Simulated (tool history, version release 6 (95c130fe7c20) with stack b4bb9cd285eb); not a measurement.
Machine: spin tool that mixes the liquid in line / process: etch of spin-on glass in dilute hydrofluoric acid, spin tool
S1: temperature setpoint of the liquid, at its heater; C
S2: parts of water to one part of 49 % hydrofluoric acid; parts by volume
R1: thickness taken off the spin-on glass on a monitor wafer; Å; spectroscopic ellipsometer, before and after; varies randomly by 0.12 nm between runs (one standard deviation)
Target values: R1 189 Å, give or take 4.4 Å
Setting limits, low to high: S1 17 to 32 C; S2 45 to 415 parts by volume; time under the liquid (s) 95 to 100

Run 1, hour 0: S1 24 C, S2 230 parts by volume, time under the liquid (s) 95. Result: R1 140.52 Å.
Run 2, hour 8.7: S1 24 C, S2 305 parts by volume, time under the liquid (s) 95. Result: R1 97.374 Å.
Run 3, hour 11.2: S1 25 C, S2 295 parts by volume, time under the liquid (s) 95. Result: R1 105.99 Å.
Run 4, hour 14.6: S1 25 C, S2 220 parts by volume, time under the liquid (s) 95. Result: R1 152.36 Å.
Run 5, hour 23: S1 25 C, S2 220 parts by volume, time under the liquid (s) 95. Result: R1 152.85 Å.
Run 6, hour 28.2: S1 25 C, S2 160 parts by volume, time under the liquid (s) 95. Result: R1 226.75 Å.
Run 7, hour 31.3: S1 24.5 C, S2 160 parts by volume, time under the liquid (s) 95. Result: R1 222.99 Å.
Run 8, hour 33: S1 24 C, S2 160 parts by volume, time under the liquid (s) 95. Result: R1 218.98 Å.
Run 9, hour 34: S1 23.5 C, S2 160 parts by volume, time under the liquid (s) 95. Result: R1 215.43 Å.
Run 10, hour 36: S1 23 C, S2 160 parts by volume, time under the liquid (s) 95. Result: R1 209.92 Å.
Run 11, hour 40.7: S1 22.5 C, S2 160 parts by volume, time under the liquid (s) 95. Result: R1 206.5 Å.
Run 12, hour 46.7: S1 22 C, S2 160 parts by volume, time under the liquid (s) 95. Result: R1 202.39 Å.
Run 13, hour 49.2: S1 21 C, S2 160 parts by volume, time under the liquid (s) 95. Result: R1 193 Å.

4 candidate next runs follow, results not yet known. Just one meets every target within its allowed miss. Identify it.
Run A, hour 51.7: S1 20.5 C, S2 150 parts by volume, time under the liquid (s) 95. Result: R1 ?.
Run B, hour 51.7: S1 23 C, S2 175 parts by volume, time under the liquid (s) 100. Result: R1 ?.
Run C, hour 51.7: S1 25 C, S2 185 parts by volume, time under the liquid (s) 95. Result: R1 ?.
Run D, hour 51.7: S1 22 C, S2 170 parts by volume, time under the liquid (s) 100. Result: R1 ?.

move      R1
   A  207.49
   B  200.84
   C  192.39
   D  200.06
A: lands further from the targets than the last run did
B: lands further from the targets than the last run did
C: every result within its allowed miss
D: lands further from the targets than the last run did
Move C is the one to make.
